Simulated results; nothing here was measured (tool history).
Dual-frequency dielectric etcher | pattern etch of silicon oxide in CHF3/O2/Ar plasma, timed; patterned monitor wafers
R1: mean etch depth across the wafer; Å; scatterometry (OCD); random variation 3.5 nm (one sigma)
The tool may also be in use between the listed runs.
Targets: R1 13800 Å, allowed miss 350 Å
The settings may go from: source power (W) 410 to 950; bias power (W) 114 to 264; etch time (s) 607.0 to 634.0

Run 1, hour 0.0: source power (W) 680, bias power (W) 189, etch time (s) 607.0. Result: R1 11484 Å.
Run 2, hour 3.2: source power (W) 680, bias power (W) 203, etch time (s) 607.0. Result: R1 11871 Å.
Run 3, hour 4.1: source power (W) 630, bias power (W) 203, etch time (s) 607.0. Result: R1 11521 Å.
Run 4, hour 10.4: source power (W) 630, bias power (W) 170, etch time (s) 607.0. Result: R1 10648 Å.
Run 5, hour 17.9: source power (W) 630, bias power (W) 157, etch time (s) 607.0. Result: R1 10246 Å.
Run 6, hour 21.6: source power (W) 670, bias power (W) 165, etch time (s) 609.0. Result: R1 10828 Å.
Run 7, hour 24.3: source power (W) 710, bias power (W) 171, etch time (s) 610.5. Result: R1 11235 Å.
At hour 26.9: bias power generator calibrated.
Run 8, hour 26.9: source power (W) 740, bias power (W) 177, etch time (s) 612.0. Result: R1 11822 Å.
Run 9, hour 29.4: source power (W) 740, bias power (W) 177, etch time (s) 612.0. Result: R1 11856 Å.

Which of these 4 next moves meets every target?
Run A, hour 31.9: source power (W) 770, bias power (W) 193, etch time (s) 620.0. Result: R1 ?.
Run B, hour 31.9: source power (W) 780, bias power (W) 201, etch time (s) 612.0. Result: R1 ?.
Run C, hour 31.9: source power (W) 830, bias power (W) 208, etch time (s) 632.0. Result: R1 ?.
Run D, hour 31.9: source power (W) 890, bias power (W) 174, etch time (s) 634.0. Result: R1 ?.

move     R1
   A  12738
   B  12869
   C  13812
   D  13128
A: nearer than the last run, and not there yet
B: nearer than the last run, and not there yet
C: meets every target
D: nearer than the last run, and not there yet
Answer: C
